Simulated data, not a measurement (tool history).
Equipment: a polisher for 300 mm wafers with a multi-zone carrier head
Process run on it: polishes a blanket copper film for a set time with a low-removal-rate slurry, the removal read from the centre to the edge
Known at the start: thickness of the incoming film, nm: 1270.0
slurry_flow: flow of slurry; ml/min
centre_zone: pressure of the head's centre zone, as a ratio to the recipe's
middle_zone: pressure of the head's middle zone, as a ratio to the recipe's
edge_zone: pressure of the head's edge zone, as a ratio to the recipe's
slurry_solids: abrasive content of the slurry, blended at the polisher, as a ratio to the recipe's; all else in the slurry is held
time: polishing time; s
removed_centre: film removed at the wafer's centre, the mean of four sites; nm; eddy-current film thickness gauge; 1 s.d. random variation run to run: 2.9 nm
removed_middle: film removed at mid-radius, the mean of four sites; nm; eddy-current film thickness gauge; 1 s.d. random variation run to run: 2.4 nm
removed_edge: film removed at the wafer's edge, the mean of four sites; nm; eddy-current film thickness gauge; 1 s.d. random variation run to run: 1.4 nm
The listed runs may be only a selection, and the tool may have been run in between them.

run    day  slurry_flow  centre_zone  middle_zone  edge_zone  slurry_solids  time  removed_centre  removed_middle  removed_edge
  1  0.000          270         1.00         1.00       1.00           1.00    78          345.21          322.13        324.20
  2  0.267          270         1.08         1.00       1.00           1.00    78          366.96          316.57        323.63
  3  0.425          265         1.06         0.98       0.99           0.90    75          347.26          290.80        303.85
  4  0.667          260         1.03         0.97       0.98           0.85    72          307.93          284.08        281.39
  5  0.767          260         1.09         0.97       0.98           0.85    72          331.49          276.87        282.97
     0.858  -- centre zone pressure recalibrated
  6  0.858          255         1.07         0.95       0.98           0.80    70          288.99          261.48        276.11
  7  1.062          260         1.08         0.93       0.96           0.75    68          273.40          240.92        257.89
  8  1.258          260         1.09         0.92       0.94           0.70    68          266.80          239.60        255.08
  9  1.608          260         1.10         0.91       0.93           0.65    67          269.63          229.53        242.03
 10  1.929          260         1.10         0.90       0.92           0.65    67          264.74          227.44        239.75
 11  2.108          255         1.10         0.89       0.91           0.65    67          263.64          221.47        239.63
 12  2.158          255         1.09         0.88       0.90           0.65    67          263.27          218.62        239.75
 13  2.442          255         1.08         0.88       0.89           0.65    66          258.16          218.09        234.06
 14  2.508          255         1.08         0.88       0.89           0.65    66          256.80          220.14        232.17
 15  2.608          250         1.08         0.87       0.88           0.65    66          252.94          214.07        232.11
 16  2.867          250         1.08         0.86       0.87           0.65    66          256.98          216.47        230.32
 17  2.996          250         1.07         0.85       0.87           0.65    66          247.85          213.52        232.76
 18  3.129          250         1.07         0.84       0.86           0.65    66          255.00          212.62        229.33
 19  3.358          245         1.06         0.84       0.85           0.65    66          252.94          211.41        226.56
 20  3.688          210         0.98         0.81       0.82           0.50    65          203.93          187.44        202.87
 21  3.942          220         0.99         0.81       0.82           0.50    65          211.42          188.02        204.78
 22  4.108          220         0.99         0.81       0.82           0.50    65          210.81          187.13        205.65

The next listed run, before its measurement:
 23  4.138          225         0.99         0.81       0.82           0.50    65               ?               ?             ?

removed_centre: 211.40 nm
removed_middle: 185.81 nm
removed_edge: 205.73 nm
